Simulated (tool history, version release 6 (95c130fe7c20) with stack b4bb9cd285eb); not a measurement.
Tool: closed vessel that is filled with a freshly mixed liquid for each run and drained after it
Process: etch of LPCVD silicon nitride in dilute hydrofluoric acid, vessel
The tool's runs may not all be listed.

run    day  temperature setpoint of the liquid (C)  parts of water to one part of 49 % hydrofluoric acid (parts by volume)  time in the liquid (s)  thickness taken off the LPCVD silicon nitride on a monitor wafer (angstrom)
  1      0                                      20                                                                      90                    2860                                                                       108.75
  2  0.238                                    21.5                                                                      85                    2860                                                                       127.76
  3  0.575                                    21.5                                                                      75                    2860                                                                       144.22
  4  0.783                                    22.5                                                                      70                    2860                                                                       166.69
  5  0.942                                    22.5                                                                      70                    3065                                                                       177.38
  6  1.138                                    23.5                                                                      70                    3065                                                                       190.51
  7  1.354                                      24                                                                      70                    3065                                                                       196.24
  8  1.517                                    24.5                                                                      70                    3065                                                                        203.4
  9  1.892                                      25                                                                      70                    3065                                                                       210.48

Forecast run 10:
 10  2.121                                    25.5                                                                      70                    3065                                                                            ?

{"run 10": {"thickness taken off the LPCVD silicon nitride on a monitor wafer (angstrom)": 218.16}}
